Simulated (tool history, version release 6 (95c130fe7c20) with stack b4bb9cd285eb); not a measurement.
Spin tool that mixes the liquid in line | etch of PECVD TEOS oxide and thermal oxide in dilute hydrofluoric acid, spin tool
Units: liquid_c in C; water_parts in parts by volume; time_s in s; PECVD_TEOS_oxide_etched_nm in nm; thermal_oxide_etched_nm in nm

run    day  liquid_c  water_parts  time_s  PECVD_TEOS_oxide_etched_nm  thermal_oxide_etched_nm
  1  0.000      20.0          245      80                      4.4012                   1.1724
  2  0.062      21.0          235      80                      4.7869                   1.3322
  3  0.271      19.5          235      80                      4.5459                   1.2060
  4  0.362      20.5          225      80                      5.0140                   1.3272
  5  0.446      20.5          225      65                      4.0536                   1.1146
  6  0.712      20.5          160      65                      6.1237                   1.6561
  7  1.058      21.5          160      65                      6.2390                   1.7222
     1.258  -- thermometer replaced
  8  1.258      22.0          155      65                      6.2681                   1.6693
  9  1.283      24.5          110      65                     10.4470                   3.0406
 10  1.342      24.0          110      65                     10.1130                   2.6169
 11  1.471      23.5          110      65                      9.9535                   2.8223
 12  1.658      23.0          110      65                      9.7833                   2.8594
 13  1.742      22.5          110      65                      9.5750                   2.5893
 14  1.929      22.0          110      65                      9.4561                   2.6202
 15  2.275      21.5          110      65                      9.2385                   2.6159

Run 16 comes next. What will it give?
 16  2.404      18.0          115      65                           ?                        ?

Run 16 gave PECVD_TEOS_oxide_etched_nm 7.6892 nm, thermal_oxide_etched_nm 2.0255 nm.

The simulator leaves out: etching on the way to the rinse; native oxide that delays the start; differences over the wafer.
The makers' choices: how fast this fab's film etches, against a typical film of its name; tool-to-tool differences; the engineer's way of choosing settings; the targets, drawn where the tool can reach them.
